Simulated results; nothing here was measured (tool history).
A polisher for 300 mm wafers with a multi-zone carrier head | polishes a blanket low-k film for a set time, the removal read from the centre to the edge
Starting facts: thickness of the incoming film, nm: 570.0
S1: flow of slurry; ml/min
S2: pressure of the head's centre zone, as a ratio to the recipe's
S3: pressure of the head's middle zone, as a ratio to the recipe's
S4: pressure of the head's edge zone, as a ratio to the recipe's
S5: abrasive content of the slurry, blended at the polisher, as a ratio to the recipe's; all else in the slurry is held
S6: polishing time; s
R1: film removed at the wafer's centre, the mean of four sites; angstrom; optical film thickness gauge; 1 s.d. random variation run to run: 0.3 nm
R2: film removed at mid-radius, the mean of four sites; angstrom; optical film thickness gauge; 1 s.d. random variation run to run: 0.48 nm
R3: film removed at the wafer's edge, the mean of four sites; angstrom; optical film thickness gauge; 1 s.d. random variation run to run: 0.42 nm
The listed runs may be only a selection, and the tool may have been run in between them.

Run 1, hour 0: S1 280 ml/min, S2 1, S3 1, S4 1, S5 1, S6 59 s. Result: R1 307.58 angstrom, R2 289.19 angstrom, R3 286.74 angstrom.
Run 2, hour 5.9: S1 225 ml/min, S2 1, S3 1, S4 1, S5 1, S6 59 s. Result: R1 292.11 angstrom, R2 285.94 angstrom, R3 291.37 angstrom.
Run 3, hour 14.7: S1 175 ml/min, S2 1, S3 1, S4 1, S5 1, S6 59 s. Result: R1 286.36 angstrom, R2 271.99 angstrom, R3 274.37 angstrom.
Run 4, hour 15.9: S1 175 ml/min, S2 1, S3 1, S4 1, S5 1.1, S6 59 s. Result: R1 289.61 angstrom, R2 287.16 angstrom, R3 283.31 angstrom.
Run 5, hour 16.9: S1 175 ml/min, S2 1, S3 1, S4 1, S5 1.1, S6 51 s. Result: R1 257.52 angstrom, R2 244.35 angstrom, R3 246.19 angstrom.
Run 6, hour 18.2: S1 175 ml/min, S2 1, S3 1, S4 0.93, S5 1.1, S6 51 s. Result: R1 256.27 angstrom, R2 244.25 angstrom, R3 241.05 angstrom.
Run 7, hour 18.9: S1 195 ml/min, S2 0.99, S3 1.02, S4 0.95, S5 1.15, S6 51 s. Result: R1 260.45 angstrom, R2 260.38 angstrom, R3 248.62 angstrom.
Run 8, hour 19.5: S1 210 ml/min, S2 0.99, S3 1.04, S4 0.97, S5 1.2, S6 51 s. Result: R1 263.56 angstrom, R2 273.43 angstrom, R3 255.3 angstrom.
Run 9, hour 27.7: S1 225 ml/min, S2 0.99, S3 1.05, S4 0.99, S5 1.25, S6 51 s. Result: R1 279.04 angstrom, R2 282.16 angstrom, R3 268.42 angstrom.
Run 10, hour 36.4: S1 245 ml/min, S2 0.89, S3 1.15, S4 0.94, S5 1.5, S6 57 s. Result: R1 300.49 angstrom, R2 362.37 angstrom, R3 308.56 angstrom.
Run 11, hour 44.3: S1 250 ml/min, S2 0.89, S3 1.16, S4 0.95, S5 1.5, S6 57 s. Result: R1 300.34 angstrom, R2 375 angstrom, R3 320.15 angstrom.

For run 12, what comes out?
Run 12, hour 48.3: S1 255 ml/min, S2 0.9, S3 1.16, S4 0.95, S5 1.5, S6 57 s. Result: R1 ?, R2 ?, R3 ?.

Run 12 measured R1 307.99 angstrom, R2 371.85 angstrom, R3 316.23 angstrom.

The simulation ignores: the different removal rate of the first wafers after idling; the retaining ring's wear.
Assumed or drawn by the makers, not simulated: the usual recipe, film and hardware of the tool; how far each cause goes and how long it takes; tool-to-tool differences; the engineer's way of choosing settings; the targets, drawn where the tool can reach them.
